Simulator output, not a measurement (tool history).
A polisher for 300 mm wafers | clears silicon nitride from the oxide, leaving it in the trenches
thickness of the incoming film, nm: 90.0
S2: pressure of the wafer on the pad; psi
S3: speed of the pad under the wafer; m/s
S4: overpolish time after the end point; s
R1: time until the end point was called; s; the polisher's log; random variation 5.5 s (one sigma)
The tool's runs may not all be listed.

Run 1, hour 0: flow of slurry (ml/min) 270, S2 3.1 psi, S3 0.96 m/s, S4 7 s. Result: R1 114.33 s.
Run 2, hour 1.4: flow of slurry (ml/min) 270, S2 2.9 psi, S3 0.92 m/s, S4 7 s. Result: R1 134.52 s.
Run 3, hour 9.1: flow of slurry (ml/min) 270, S2 2.7 psi, S3 0.9 m/s, S4 7 s. Result: R1 143.94 s.
Run 4, hour 15.4: flow of slurry (ml/min) 270, S2 2.4 psi, S3 0.9 m/s, S4 7 s. Result: R1 156.82 s.
Run 5, hour 22.2: flow of slurry (ml/min) 270, S2 2.3 psi, S3 0.88 m/s, S4 7 s. Result: R1 171.26 s.
Run 6, hour 26: flow of slurry (ml/min) 325, S2 2.3 psi, S3 0.88 m/s, S4 7 s. Result: R1 162.58 s.
Run 7, hour 32.3: flow of slurry (ml/min) 325, S2 2.2 psi, S3 0.86 m/s, S4 7 s. Result: R1 173.22 s.
Run 8, hour 35.2: flow of slurry (ml/min) 320, S2 1.4 psi, S3 0.6 m/s, S4 7 s. Result: R1 365.37 s.

Forecast run 9:
Run 9, hour 39.1: flow of slurry (ml/min) 320, S2 1.5 psi, S3 0.6 m/s, S4 7 s. Result: R1 ?.

R1: 351.75 s
